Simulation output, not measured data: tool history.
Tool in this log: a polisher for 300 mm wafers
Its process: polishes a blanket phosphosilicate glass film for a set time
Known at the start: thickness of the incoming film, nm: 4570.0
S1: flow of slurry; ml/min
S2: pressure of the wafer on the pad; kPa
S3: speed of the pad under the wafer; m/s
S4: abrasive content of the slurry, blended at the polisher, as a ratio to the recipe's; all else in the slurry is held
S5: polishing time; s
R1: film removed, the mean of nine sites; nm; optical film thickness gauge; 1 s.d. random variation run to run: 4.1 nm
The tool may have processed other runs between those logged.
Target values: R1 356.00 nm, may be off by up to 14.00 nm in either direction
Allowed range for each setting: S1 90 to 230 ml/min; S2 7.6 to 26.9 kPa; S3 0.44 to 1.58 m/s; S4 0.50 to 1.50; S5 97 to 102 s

run 1 hour=0.0 | S1=150 S2=17.2 S3=1.00 S4=1.00 S5=97 | R1=585.12
run 2 hour=8.1 | S1=150 S2=17.2 S3=1.10 S4=1.00 S5=97 | R1=629.44
run 3 hour=15.4 | S1=165 S2=17.2 S3=1.10 S4=1.00 S5=97 | R1=626.08
run 4 hour=19.7 | S1=165 S2=15.9 S3=1.10 S4=1.00 S5=97 | R1=579.28
run 5 hour=26.9 | S1=165 S2=15.2 S3=1.10 S4=1.00 S5=97 | R1=560.30
run 6 hour=34.4 | S1=165 S2=14.5 S3=1.10 S4=1.00 S5=97 | R1=535.99
run 7 hour=42.3 | S1=165 S2=13.8 S3=1.10 S4=1.00 S5=97 | R1=505.08
run 8 hour=44.1 | S1=165 S2=13.1 S3=1.10 S4=1.00 S5=97 | R1=481.46
run 9 hour=50.6 | S1=165 S2=12.4 S3=1.10 S4=1.00 S5=97 | R1=447.91
run 10 hour=53.3 | S1=155 S2=11.0 S3=1.10 S4=1.00 S5=97 | R1=397.58
run 11 hour=59.7 | S1=150 S2=11.0 S3=1.10 S4=1.00 S5=97 | R1=402.31
run 12 hour=62.9 | S1=140 S2=10.3 S3=1.10 S4=1.00 S5=97 | R1=370.52
run 13 hour=63.8 | S1=135 S2=10.3 S3=1.10 S4=1.00 S5=97 | R1=370.57

Pick the move, out of 5, that brings all results within their allowed miss; only one does.
run A hour=64.7 | S1=110 S2=10.3 S3=1.20 S4=1.05 S5=99 | R1=?
run B hour=64.7 | S1=135 S2=11.0 S3=1.16 S4=0.90 S5=99 | R1=?
run C hour=64.7 | S1=140 S2=9.0 S3=1.18 S4=1.00 S5=99 | R1=?
run D hour=64.7 | S1=170 S2=9.7 S3=1.18 S4=1.00 S5=102 | R1=?
run E hour=64.7 | S1=140 S2=7.6 S3=1.50 S4=0.85 S5=98 | R1=?

move=A R1=401.06
move=B R1=391.79
move=C R1=354.68
move=D R1=406.38
move=E R1=317.34
A: its largest miss is bigger than the last run's
B: its largest miss is bigger than the last run's
C: each result inside its tolerance
D: its largest miss is bigger than the last run's
E: takes the biggest miss from the last run beyond its target
Move C is the one to make.

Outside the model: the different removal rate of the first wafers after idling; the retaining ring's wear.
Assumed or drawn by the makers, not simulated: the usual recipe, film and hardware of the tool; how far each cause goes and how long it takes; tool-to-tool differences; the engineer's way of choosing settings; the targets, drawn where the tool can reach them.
